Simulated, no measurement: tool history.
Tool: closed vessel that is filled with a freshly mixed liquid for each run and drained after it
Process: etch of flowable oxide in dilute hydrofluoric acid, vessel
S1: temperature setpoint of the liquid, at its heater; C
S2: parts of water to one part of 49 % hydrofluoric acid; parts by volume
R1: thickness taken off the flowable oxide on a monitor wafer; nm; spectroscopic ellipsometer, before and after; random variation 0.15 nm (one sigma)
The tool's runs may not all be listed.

Run 1, hour 0: S1 25 C, S2 205 parts by volume, time in the liquid (s) 95. Result: R1 24.401 nm.
Run 2, hour 1.1: S1 25 C, S2 205 parts by volume, time in the liquid (s) 95. Result: R1 23.917 nm.
Run 3, hour 9.6: S1 25 C, S2 205 parts by volume, time in the liquid (s) 105. Result: R1 26.479 nm.
Run 4, hour 18.1: S1 25 C, S2 145 parts by volume, time in the liquid (s) 105. Result: R1 40.06 nm.
Run 5, hour 20.2: S1 28.5 C, S2 145 parts by volume, time in the liquid (s) 105. Result: R1 46.154 nm.
Run 6, hour 25.5: S1 28.5 C, S2 110 parts by volume, time in the liquid (s) 105. Result: R1 63.749 nm.
Run 7, hour 31: S1 26.5 C, S2 130 parts by volume, time in the liquid (s) 105. Result: R1 48.745 nm.
Run 8, hour 35.8: S1 25 C, S2 145 parts by volume, time in the liquid (s) 105. Result: R1 40.638 nm.
Run 9, hour 43.5: S1 23.5 C, S2 160 parts by volume, time in the liquid (s) 105. Result: R1 34.298 nm.
Run 10, hour 47.4: S1 22.5 C, S2 170 parts by volume, time in the liquid (s) 105. Result: R1 30.276 nm.

Run 11 has not been measured yet. What should we expect?
Run 11, hour 55.1: S1 21.5 C, S2 180 parts by volume, time in the liquid (s) 105. Result: R1 ?.

R1: 27.194 nm
